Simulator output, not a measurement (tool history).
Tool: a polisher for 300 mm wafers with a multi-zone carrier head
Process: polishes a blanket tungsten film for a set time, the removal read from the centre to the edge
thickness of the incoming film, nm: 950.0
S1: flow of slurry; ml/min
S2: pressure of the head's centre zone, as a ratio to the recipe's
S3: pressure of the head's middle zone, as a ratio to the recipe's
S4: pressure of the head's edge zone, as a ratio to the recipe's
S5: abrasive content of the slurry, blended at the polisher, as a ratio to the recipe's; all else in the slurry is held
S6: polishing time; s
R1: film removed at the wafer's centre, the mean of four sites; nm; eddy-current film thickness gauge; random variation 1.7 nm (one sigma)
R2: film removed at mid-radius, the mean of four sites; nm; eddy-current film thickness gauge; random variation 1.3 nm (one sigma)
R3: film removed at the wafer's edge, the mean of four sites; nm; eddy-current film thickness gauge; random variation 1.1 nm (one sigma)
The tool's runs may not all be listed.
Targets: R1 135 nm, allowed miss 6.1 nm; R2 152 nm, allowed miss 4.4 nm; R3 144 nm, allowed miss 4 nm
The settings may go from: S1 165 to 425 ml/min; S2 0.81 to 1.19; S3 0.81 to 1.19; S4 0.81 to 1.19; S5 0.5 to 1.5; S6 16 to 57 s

run    day   S1    S2    S3    S4    S5  S6      R1      R2      R3
  1      0  275     1     1     1     1  36  272.16   273.2  270.16
  2  0.371  235     1     1     1     1  36  273.78   267.1  266.74
  3  0.562  235     1  0.93     1     1  36  269.41  253.65  266.03
  4  0.592  235  1.08  0.93     1     1  36  292.49  249.86  265.55
  5  0.688  175  1.08  0.93     1     1  36  285.38  246.53  261.94
  6  0.879  175  1.03  0.94  0.97   0.9  32  232.76  215.93  223.44
  7   1.25  185  0.93  0.98  0.87  0.65  22  137.35  143.17  139.81
  8  1.308  190  0.92  0.99  0.88  0.65  22  139.53  144.88   140.2
  9  1.471  190  0.84  1.04  0.93   0.7  22  126.73   154.5  144.37

Which of these 4 next moves meets every target?
  A  1.633  205  0.91  1.05  0.97  0.65  22   ?   ?   ?
  B  1.633  250  0.81   1.1  0.86  0.75  22   ?   ?   ?
  C  1.633  220  0.81  1.04  0.97  0.65  22   ?   ?   ?
  D  1.633  215  0.82  1.06  0.95  0.55  22   ?   ?   ?

move      R1      R2      R3
   A  137.74  153.48  144.24
   B  129.07  167.59  143.55
   C   123.7  153.36     145
   D   120.9  150.51  138.88
A: meets every target
B: brings the result that was furthest off to its target, and leaves another outside
C: further off than the last run
D: further off than the last run
The right move is A.

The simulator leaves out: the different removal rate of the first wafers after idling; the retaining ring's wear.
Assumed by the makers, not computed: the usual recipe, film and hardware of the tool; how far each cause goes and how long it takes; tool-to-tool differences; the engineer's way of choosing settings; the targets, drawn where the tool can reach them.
